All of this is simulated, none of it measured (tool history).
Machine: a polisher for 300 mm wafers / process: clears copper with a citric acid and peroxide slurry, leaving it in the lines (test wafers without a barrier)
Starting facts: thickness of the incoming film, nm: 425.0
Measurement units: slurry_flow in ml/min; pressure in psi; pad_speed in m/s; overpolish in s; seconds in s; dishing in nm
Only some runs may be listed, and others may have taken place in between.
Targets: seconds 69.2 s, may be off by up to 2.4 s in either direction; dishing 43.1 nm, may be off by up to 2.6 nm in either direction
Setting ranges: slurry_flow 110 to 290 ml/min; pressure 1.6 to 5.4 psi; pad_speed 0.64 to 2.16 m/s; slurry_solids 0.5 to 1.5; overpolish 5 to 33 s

| run | day | slurry_flow | pressure | pad_speed | slurry_solids | overpolish | seconds | dishing |
|---|---|---|---|---|---|---|---|---|
| 1 | 0 | 185 | 3.5 | 1.4 | 1 | 17 | 118.05 | 34.028 |
| 2 | 0.308 | 185 | 3.5 | 1.56 | 1 | 17 | 107.07 | 37.116 |
| 3 | 0.662 | 185 | 3.5 | 1.78 | 1 | 17 | 97.746 | 39.109 |
| 4 | 0.858 | 170 | 3.5 | 1.78 | 1 | 17 | 98.15 | 38.654 |
| 5 | 1.129 | 170 | 3.5 | 1.5 | 1 | 17 | 114.27 | 35.133 |
| 6 | 1.471 | 170 | 3.5 | 1.5 | 1.2 | 17 | 111.63 | 36.047 |
| 7 | 1.633 | 180 | 3.8 | 1.5 | 1.2 | 16 | 100.9 | 37.127 |
| 8 | 1.908 | 190 | 4 | 1.5 | 1.2 | 15 | 94.339 | 37.484 |
| 9 | 2.075 | 195 | 4.2 | 1.5 | 1.2 | 15 | 90.665 | 38.066 |
| 10 | 2.179 | 200 | 4.4 | 1.5 | 1.2 | 15 | 85.108 | 40.46 |
| 11 | 2.417 | 205 | 4.5 | 1.5 | 1.2 | 15 | 82.469 | 40.345 |
| 12 | 2.629 | 210 | 4.6 | 1.5 | 1.2 | 15 | 82.807 | 42.762 |
| 13 | 2.821 | 210 | 4.7 | 1.5 | 1.2 | 14 | 80.865 | 39.628 |
| 14 | 3.133 | 210 | 4.8 | 1.5 | 1.2 | 14 | 77.631 | 41.096 |
| 15 | 3.492 | 210 | 4.9 | 1.5 | 1.2 | 14 | 77.917 | 43.804 |
| 16 | 3.792 | 220 | 4.9 | 1.5 | 1.2 | 14 | 75.542 | 41.973 |
| 17 | 3.883 | 255 | 5.1 | 1.5 | 1.2 | 14 | 71.282 | 43.507 |

Which one of the following 4 next-run settings gets every result inside its allowed miss? There is exactly one.
| A | 3.975 | 215 | 5.1 | 1.34 | 1.25 | 15 | ? | ? |
| B | 3.975 | 255 | 4.9 | 1.5 | 1.3 | 15 | ? | ? |
| C | 3.975 | 270 | 5.2 | 1.58 | 1.1 | 13 | ? | ? |
| D | 3.975 | 240 | 5.4 | 1.32 | 1.15 | 12 | ? | ? |

| move | seconds | dishing |
|---|---|---|
| A | 80.266 | 43.104 |
| B | 74.895 | 45.082 |
| C | 69.192 | 43.311 |
| D | 76.579 | 38.07 |
A: moves away from the targets compared with the last run
B: moves away from the targets compared with the last run
C: all results land within tolerance of their targets
D: moves away from the targets compared with the last run
Move C is the one to make.
